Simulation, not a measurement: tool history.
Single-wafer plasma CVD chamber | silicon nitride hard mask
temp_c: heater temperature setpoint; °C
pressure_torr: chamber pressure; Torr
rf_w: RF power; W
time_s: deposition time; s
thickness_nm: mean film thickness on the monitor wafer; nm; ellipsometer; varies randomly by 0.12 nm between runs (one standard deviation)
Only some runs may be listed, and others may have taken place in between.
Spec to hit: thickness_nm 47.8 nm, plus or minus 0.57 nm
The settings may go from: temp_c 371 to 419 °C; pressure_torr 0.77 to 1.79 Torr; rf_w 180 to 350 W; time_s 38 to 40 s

| run | hour | temp_c | pressure_torr | rf_w | time_s | thickness_nm |
|---|---|---|---|---|---|---|
| 1 | 0 | 395 | 1.28 | 265 | 40 | 39.752 |
| 2 | 7.7 | 395 | 1.34 | 270 | 40 | 41.01 |
| 3 | 10.9 | 391 | 1.34 | 270 | 40 | 41.07 |
| 4 | 18.9 | 391 | 1.39 | 270 | 40 | 41.487 |
| 5 | 27.8 | 391 | 1.39 | 270 | 40 | 41.435 |
| 6 | 36.5 | 399 | 1.39 | 270 | 40 | 41.292 |
| 7 | 37.2 | 399 | 1.44 | 275 | 40 | 42.618 |
| 8 | 37.8 | 399 | 1.48 | 275 | 40 | 42.912 |
| 9 | 39.1 | 399 | 1.51 | 275 | 40 | 43.292 |
| 10 | 41.8 | 399 | 1.54 | 275 | 40 | 43.428 |
| 11 | 43.8 | 399 | 1.57 | 275 | 40 | 43.736 |
| 12 | 46.2 | 399 | 1.59 | 275 | 40 | 43.906 |
| 13 | 48.9 | 399 | 1.61 | 275 | 40 | 44.239 |
| 14 | 50.1 | 399 | 1.63 | 275 | 40 | 44.337 |
| 15 | 56.4 | 399 | 1.65 | 275 | 40 | 44.505 |
| 16 | 57.9 | 399 | 1.67 | 275 | 40 | 44.687 |
|  | 66.4 | RF generator calibrated |
| 17 | 66.4 | 399 | 1.68 | 275 | 40 | 46.161 |
| 18 | 68.1 | 398 | 1.69 | 275 | 40 | 46.2 |

Below are 5 possible settings for the next run. Only one of them brings all results inside the allowed miss of their targets. Which is it?
| A | 69.8 | 402 | 1.38 | 310 | 40 | ? |
| B | 69.8 | 400 | 1.62 | 285 | 40 | ? |
| C | 69.8 | 392 | 1.73 | 255 | 40 | ? |
| D | 69.8 | 394 | 1.74 | 285 | 40 | ? |
| E | 69.8 | 398 | 1.7 | 270 | 38.6 | ? |

| move | thickness_nm |
|---|---|
| A | 46.092 |
| B | 46.457 |
| C | 44.489 |
| D | 47.695 |
| E | 44.129 |
A: its largest miss is bigger than the last run's
B: moves toward the targets from the last run without getting all of them in spec
C: its largest miss is bigger than the last run's
D: every result lands within tolerance
E: its largest miss is bigger than the last run's
The move that meets every target is D.

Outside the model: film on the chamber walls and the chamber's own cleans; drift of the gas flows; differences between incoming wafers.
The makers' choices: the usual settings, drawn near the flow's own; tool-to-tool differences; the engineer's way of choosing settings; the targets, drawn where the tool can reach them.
